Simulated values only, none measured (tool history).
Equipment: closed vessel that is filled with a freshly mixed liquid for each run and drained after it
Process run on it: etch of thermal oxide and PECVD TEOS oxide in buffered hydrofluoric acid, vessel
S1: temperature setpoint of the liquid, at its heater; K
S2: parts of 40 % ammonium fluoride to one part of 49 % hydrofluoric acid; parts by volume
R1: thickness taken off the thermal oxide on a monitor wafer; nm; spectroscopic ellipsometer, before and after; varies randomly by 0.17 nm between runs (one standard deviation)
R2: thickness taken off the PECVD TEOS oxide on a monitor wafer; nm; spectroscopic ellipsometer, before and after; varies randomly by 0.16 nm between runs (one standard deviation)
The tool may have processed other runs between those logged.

{"run": 1, "hour": 0.0, "S1": 295.15, "S2": 11.5, "time in the liquid (s)": 60, "R1": 53.266, "R2": 68.276}
{"run": 2, "hour": 3.4, "S1": 293.65, "S2": 12.5, "time in the liquid (s)": 60, "R1": 45.173, "R2": 57.787}
{"run": 3, "hour": 7.0, "S1": 296.65, "S2": 12.5, "time in the liquid (s)": 60, "R1": 53.141, "R2": 68.545}
{"run": 4, "hour": 8.3, "S1": 295.15, "S2": 13.5, "time in the liquid (s)": 60, "R1": 45.314, "R2": 57.732}
{"run": 5, "hour": 14.1, "S1": 295.15, "S2": 13.5, "time in the liquid (s)": 45, "R1": 34.164, "R2": 43.493}
{"run": 6, "hour": 19.2, "S1": 294.15, "S2": 13.5, "time in the liquid (s)": 45, "R1": 32.129, "R2": 41.371}

Run 7, settings as shown, results not yet in. Your forecast:
{"run": 7, "hour": 20.3, "S1": 293.65, "S2": 13.5, "time in the liquid (s)": 45, "R1": "?", "R2": "?"}

R1: 31.238 nm
R2: 40.225 nm
